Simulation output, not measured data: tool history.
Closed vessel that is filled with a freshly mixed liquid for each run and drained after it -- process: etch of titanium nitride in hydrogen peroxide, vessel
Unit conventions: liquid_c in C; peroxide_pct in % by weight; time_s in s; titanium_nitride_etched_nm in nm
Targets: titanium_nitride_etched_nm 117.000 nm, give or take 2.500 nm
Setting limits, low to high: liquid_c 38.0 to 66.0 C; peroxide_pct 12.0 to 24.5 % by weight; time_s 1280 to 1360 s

| run | hour | liquid_c | peroxide_pct | time_s | titanium_nitride_etched_nm |
|---|---|---|---|---|---|
| 1 | 0.0 | 54.0 | 16.5 | 1280 | 79.198 |
| 2 | 3.9 | 54.0 | 16.5 | 1360 | 84.265 |
| 3 | 12.5 | 54.0 | 16.5 | 1280 | 78.716 |
| 4 | 15.3 | 47.5 | 16.5 | 1280 | 49.147 |
| 5 | 17.3 | 47.5 | 16.5 | 1360 | 52.349 |
| 6 | 22.3 | 50.5 | 16.5 | 1360 | 65.753 |
| 7 | 23.6 | 53.0 | 16.5 | 1360 | 78.109 |
| 8 | 26.6 | 54.5 | 16.5 | 1360 | 85.164 |
| 9 | 28.0 | 56.0 | 16.5 | 1360 | 95.400 |
| 10 | 35.9 | 57.0 | 16.5 | 1360 | 103.220 |
|  | 44.4 | new drum of peroxide connected |
| 11 | 44.4 | 57.5 | 16.5 | 1360 | 107.810 |
| 12 | 46.5 | 58.0 | 16.5 | 1360 | 111.830 |

Which of these 5 next moves meets every target?
| A | 48.6 | 60.0 | 13.5 | 1310 | ? |
| B | 48.6 | 58.5 | 14.5 | 1340 | ? |
| C | 48.6 | 60.0 | 14.0 | 1360 | ? |
| D | 48.6 | 58.0 | 15.0 | 1360 | ? |
| E | 48.6 | 59.5 | 12.5 | 1325 | ? |

| move | titanium_nitride_etched_nm |
|---|---|
| A | 117.550 |
| B | 110.180 |
| C | 122.970 |
| D | 108.820 |
| E | 113.080 |
A: meets every target
B: moves away from the targets compared with the last run
C: takes the result that was furthest off past its target
D: moves away from the targets compared with the last run
E: gains on the last run, yet a result remains outside its allowed miss
Go with A: it meets all targets.

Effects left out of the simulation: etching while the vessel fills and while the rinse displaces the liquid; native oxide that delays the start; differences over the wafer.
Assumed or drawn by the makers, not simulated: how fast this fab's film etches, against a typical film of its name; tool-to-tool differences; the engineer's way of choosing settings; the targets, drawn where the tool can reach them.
